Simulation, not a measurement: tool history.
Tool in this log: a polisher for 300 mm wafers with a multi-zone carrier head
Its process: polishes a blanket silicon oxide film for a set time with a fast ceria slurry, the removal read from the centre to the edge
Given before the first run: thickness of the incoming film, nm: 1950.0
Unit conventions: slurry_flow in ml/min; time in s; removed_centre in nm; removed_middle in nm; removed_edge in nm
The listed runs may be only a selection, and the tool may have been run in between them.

Run 1, day 0.000: slurry_flow 140 ml/min, centre_zone 1.00, middle_zone 1.00, edge_zone 1.00, time 50 s. Result: removed_centre 749.33 nm, removed_middle 740.86 nm, removed_edge 750.65 nm.
Run 2, day 0.221: slurry_flow 155 ml/min, centre_zone 0.99, middle_zone 1.03, edge_zone 0.99, time 50 s. Result: removed_centre 768.71 nm, removed_middle 771.15 nm, removed_edge 746.01 nm.
Run 3, day 0.454: slurry_flow 155 ml/min, centre_zone 0.99, middle_zone 1.03, edge_zone 0.99, time 46 s. Result: removed_centre 702.39 nm, removed_middle 706.90 nm, removed_edge 697.65 nm.
Run 4, day 0.792: slurry_flow 135 ml/min, centre_zone 0.99, middle_zone 1.03, edge_zone 0.99, time 46 s. Result: removed_centre 662.58 nm, removed_middle 695.28 nm, removed_edge 676.06 nm.
Run 5, day 0.821: slurry_flow 135 ml/min, centre_zone 0.99, middle_zone 1.03, edge_zone 0.99, time 34 s. Result: removed_centre 500.80 nm, removed_middle 508.50 nm, removed_edge 505.15 nm.
Run 6, day 1.038: slurry_flow 145 ml/min, centre_zone 0.99, middle_zone 1.07, edge_zone 1.01, time 38 s. Result: removed_centre 567.79 nm, removed_middle 595.93 nm, removed_edge 561.35 nm.
Run 7, day 1.225: slurry_flow 155 ml/min, centre_zone 0.98, middle_zone 1.09, edge_zone 1.04, time 41 s. Result: removed_centre 616.36 nm, removed_middle 663.73 nm, removed_edge 619.00 nm.
Run 8, day 1.296: slurry_flow 165 ml/min, centre_zone 0.98, middle_zone 1.11, edge_zone 1.07, time 43 s. Result: removed_centre 654.71 nm, removed_middle 709.62 nm, removed_edge 683.38 nm.
Run 9, day 1.462: slurry_flow 175 ml/min, centre_zone 0.98, middle_zone 1.13, edge_zone 1.07, time 44 s. Result: removed_centre 680.45 nm, removed_middle 752.09 nm, removed_edge 687.56 nm.
Run 10, day 1.788: slurry_flow 185 ml/min, centre_zone 0.98, middle_zone 1.15, edge_zone 1.09, time 45 s. Result: removed_centre 697.40 nm, removed_middle 789.38 nm, removed_edge 718.63 nm.
Run 11, day 2.071: slurry_flow 190 ml/min, centre_zone 0.99, middle_zone 1.16, edge_zone 1.10, time 45 s. Result: removed_centre 704.36 nm, removed_middle 795.61 nm, removed_edge 718.20 nm.
Run 12, day 2.117: slurry_flow 195 ml/min, centre_zone 1.00, middle_zone 1.17, edge_zone 1.11, time 46 s. Result: removed_centre 748.45 nm, removed_middle 818.60 nm, removed_edge 773.54 nm.
Run 13, day 2.408: slurry_flow 200 ml/min, centre_zone 1.00, middle_zone 1.18, edge_zone 1.10, time 46 s. Result: removed_centre 737.56 nm, removed_middle 826.72 nm, removed_edge 742.48 nm.

What will run 14 give?
Run 14, day 2.546: slurry_flow 205 ml/min, centre_zone 1.00, middle_zone 1.18, edge_zone 1.10, time 46 s. Result: removed_centre ?, removed_middle ?, removed_edge ?.

removed_centre: 738.15 nm
removed_middle: 840.75 nm
removed_edge: 755.97 nm

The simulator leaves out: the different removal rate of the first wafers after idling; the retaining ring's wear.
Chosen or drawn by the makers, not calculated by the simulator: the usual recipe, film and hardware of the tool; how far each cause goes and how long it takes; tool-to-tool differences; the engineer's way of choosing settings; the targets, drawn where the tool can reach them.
